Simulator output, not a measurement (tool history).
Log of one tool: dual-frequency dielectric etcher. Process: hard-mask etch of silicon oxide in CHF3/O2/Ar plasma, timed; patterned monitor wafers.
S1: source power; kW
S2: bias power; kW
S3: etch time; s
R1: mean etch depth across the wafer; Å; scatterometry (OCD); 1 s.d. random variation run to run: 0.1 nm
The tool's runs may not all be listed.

run  hour     S1     S2    S3      R1
  1   0.0  0.690  0.220  12.5  293.50
  2   7.5  0.790  0.220  12.5  310.52
  3  13.9  0.790  0.220  11.5  287.05
  4  21.6  0.860  0.220  11.5  297.07
  5  26.2  0.860  0.220  11.5  296.04
  6  29.2  0.860  0.255  11.5  315.75
  7  33.7  0.870  0.256  11.5  314.07
  8  42.4  0.880  0.258  11.5  319.02
  9  49.9  0.880  0.258  11.5  320.37
 10  51.5  0.880  0.258  11.5  317.67

Run 11 is up next; what results do you expect?
 11  53.1  0.890  0.260  11.5   ?

R1: 321.96 Å
